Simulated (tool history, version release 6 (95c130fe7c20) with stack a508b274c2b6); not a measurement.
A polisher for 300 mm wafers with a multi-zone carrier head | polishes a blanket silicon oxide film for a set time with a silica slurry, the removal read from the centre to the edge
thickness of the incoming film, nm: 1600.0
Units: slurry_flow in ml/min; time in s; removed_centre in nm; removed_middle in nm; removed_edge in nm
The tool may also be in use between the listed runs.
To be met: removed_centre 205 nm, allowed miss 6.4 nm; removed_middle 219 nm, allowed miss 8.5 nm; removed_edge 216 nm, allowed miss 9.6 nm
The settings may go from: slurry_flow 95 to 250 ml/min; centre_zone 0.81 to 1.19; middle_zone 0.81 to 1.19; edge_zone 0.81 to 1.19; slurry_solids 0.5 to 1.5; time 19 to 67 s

{"run": 1, "hour": 0.0, "slurry_flow": 160, "centre_zone": 1, "middle_zone": 1, "edge_zone": 1, "slurry_solids": 1, "time": 43, "removed_centre": 156.52, "removed_middle": 159.98, "removed_edge": 161.89}
{"run": 2, "hour": 3.3, "slurry_flow": 160, "centre_zone": 1, "middle_zone": 1, "edge_zone": 1, "slurry_solids": 1.15, "time": 43, "removed_centre": 162.93, "removed_middle": 165.42, "removed_edge": 166.65}
{"run": 3, "hour": 6.7, "slurry_flow": 160, "centre_zone": 1.08, "middle_zone": 1, "edge_zone": 1, "slurry_solids": 1.15, "time": 43, "removed_centre": 178.13, "removed_middle": 168.51, "removed_edge": 167.05}
{"run": 4, "hour": 11.9, "slurry_flow": 160, "centre_zone": 1.03, "middle_zone": 1, "edge_zone": 1, "slurry_solids": 1.15, "time": 43, "removed_centre": 168.93, "removed_middle": 168.39, "removed_edge": 168.24}
{"run": 5, "hour": 20.3, "slurry_flow": 160, "centre_zone": 1.03, "middle_zone": 1, "edge_zone": 1.08, "slurry_solids": 1.15, "time": 43, "removed_centre": 170.49, "removed_middle": 169.7, "removed_edge": 177.31}
{"run": 6, "hour": 24.3, "slurry_flow": 160, "centre_zone": 0.99, "middle_zone": 1, "edge_zone": 1.08, "slurry_solids": 1.15, "time": 43, "removed_centre": 160.42, "removed_middle": 168.72, "removed_edge": 178.93}
{"run": 7, "hour": 28.9, "slurry_flow": 165, "centre_zone": 1, "middle_zone": 1.01, "edge_zone": 1.09, "slurry_solids": 1.2, "time": 43, "removed_centre": 168.7, "removed_middle": 175.07, "removed_edge": 180.37}
{"run": 8, "hour": 32.7, "slurry_flow": 165, "centre_zone": 1, "middle_zone": 1.02, "edge_zone": 1.1, "slurry_solids": 1.25, "time": 43, "removed_centre": 169.86, "removed_middle": 180.52, "removed_edge": 186.96}
{"run": 9, "hour": 35.1, "slurry_flow": 170, "centre_zone": 1.01, "middle_zone": 1.03, "edge_zone": 1.11, "slurry_solids": 1.3, "time": 43, "removed_centre": 174.67, "removed_middle": 180.63, "removed_edge": 185.13}

Which of these 4 next moves meets every target?
{"run": "A", "hour": 37.5, "slurry_flow": 200, "centre_zone": 0.97, "middle_zone": 1.13, "edge_zone": 1.19, "slurry_solids": 1.25, "time": 36, "removed_centre": "?", "removed_middle": "?", "removed_edge": "?"}
{"run": "B", "hour": 37.5, "slurry_flow": 160, "centre_zone": 1.01, "middle_zone": 0.98, "edge_zone": 1.18, "slurry_solids": 1.3, "time": 34, "removed_centre": "?", "removed_middle": "?", "removed_edge": "?"}
{"run": "C", "hour": 37.5, "slurry_flow": 155, "centre_zone": 1.01, "middle_zone": 1.07, "edge_zone": 1.11, "slurry_solids": 1.3, "time": 51, "removed_centre": "?", "removed_middle": "?", "removed_edge": "?"}
{"run": "D", "hour": 37.5, "slurry_flow": 210, "centre_zone": 1.11, "middle_zone": 0.93, "edge_zone": 1.15, "slurry_solids": 1.3, "time": 50, "removed_centre": "?", "removed_middle": "?", "removed_edge": "?"}

move=A removed_centre=144.09 removed_middle=163.89 removed_edge=161.59
move=B removed_centre=137.25 removed_middle=133.53 removed_edge=149.94
move=C removed_centre=204.52 removed_middle=214.42 removed_edge=218.06
move=D removed_centre=233.7 removed_middle=196.71 removed_edge=225.88
A: further off than the last run
B: further off than the last run
C: meets every target
D: takes the result that was furthest off past its target
Move C is the one to make.
